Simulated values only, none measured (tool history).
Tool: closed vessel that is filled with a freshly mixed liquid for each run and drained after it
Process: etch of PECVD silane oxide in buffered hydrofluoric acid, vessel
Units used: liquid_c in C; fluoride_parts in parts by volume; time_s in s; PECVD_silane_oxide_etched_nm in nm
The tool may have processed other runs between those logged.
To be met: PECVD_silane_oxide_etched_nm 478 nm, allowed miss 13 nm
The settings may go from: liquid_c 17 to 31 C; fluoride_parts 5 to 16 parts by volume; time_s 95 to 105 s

run 1 day=0 | liquid_c=23 fluoride_parts=9.5 time_s=95 | PECVD_silane_oxide_etched_nm=309.28
run 2 day=0.371 | liquid_c=23 fluoride_parts=9.5 time_s=95 | PECVD_silane_oxide_etched_nm=308.88
run 3 day=0.433 | liquid_c=23 fluoride_parts=12.5 time_s=95 | PECVD_silane_oxide_etched_nm=240.29
run 4 day=0.6 | liquid_c=23 fluoride_parts=15 time_s=95 | PECVD_silane_oxide_etched_nm=200.13
run 5 day=0.738 | liquid_c=25 fluoride_parts=15 time_s=95 | PECVD_silane_oxide_etched_nm=223.59
run 6 day=0.912 | liquid_c=26 fluoride_parts=14 time_s=95 | PECVD_silane_oxide_etched_nm=253.31
run 7 day=1.088 | liquid_c=27 fluoride_parts=13 time_s=95 | PECVD_silane_oxide_etched_nm=287.9
run 8 day=1.408 | liquid_c=28 fluoride_parts=12 time_s=95 | PECVD_silane_oxide_etched_nm=324.57
run 9 day=1.696 | liquid_c=28.5 fluoride_parts=11.5 time_s=95 | PECVD_silane_oxide_etched_nm=349.63
run 10 day=1.996 | liquid_c=29 fluoride_parts=11 time_s=95 | PECVD_silane_oxide_etched_nm=372.25
run 11 day=2.075 | liquid_c=29.5 fluoride_parts=10.5 time_s=95 | PECVD_silane_oxide_etched_nm=399.08
run 12 day=2.217 | liquid_c=30 fluoride_parts=10 time_s=95 | PECVD_silane_oxide_etched_nm=431.39
run 13 day=2.383 | liquid_c=30.5 fluoride_parts=9.5 time_s=95 | PECVD_silane_oxide_etched_nm=457.16

Pick the move, out of 5, that brings all results within their allowed miss; only one does.
run A day=2.55 | liquid_c=27 fluoride_parts=8 time_s=95 | PECVD_silane_oxide_etched_nm=?
run B day=2.55 | liquid_c=30 fluoride_parts=10.5 time_s=100 | PECVD_silane_oxide_etched_nm=?
run C day=2.55 | liquid_c=29.5 fluoride_parts=10 time_s=100 | PECVD_silane_oxide_etched_nm=?
run D day=2.55 | liquid_c=29.5 fluoride_parts=9 time_s=95 | PECVD_silane_oxide_etched_nm=?
run E day=2.55 | liquid_c=30.5 fluoride_parts=9.5 time_s=100 | PECVD_silane_oxide_etched_nm=?

move=A PECVD_silane_oxide_etched_nm=445.41
move=B PECVD_silane_oxide_etched_nm=431.13
move=C PECVD_silane_oxide_etched_nm=440.44
move=D PECVD_silane_oxide_etched_nm=447.01
move=E PECVD_silane_oxide_etched_nm=479.11
A: lands further from the targets than the last run did
B: lands further from the targets than the last run did
C: lands further from the targets than the last run did
D: lands further from the targets than the last run did
E: all results land within tolerance of their targets
The move that meets every target is E.

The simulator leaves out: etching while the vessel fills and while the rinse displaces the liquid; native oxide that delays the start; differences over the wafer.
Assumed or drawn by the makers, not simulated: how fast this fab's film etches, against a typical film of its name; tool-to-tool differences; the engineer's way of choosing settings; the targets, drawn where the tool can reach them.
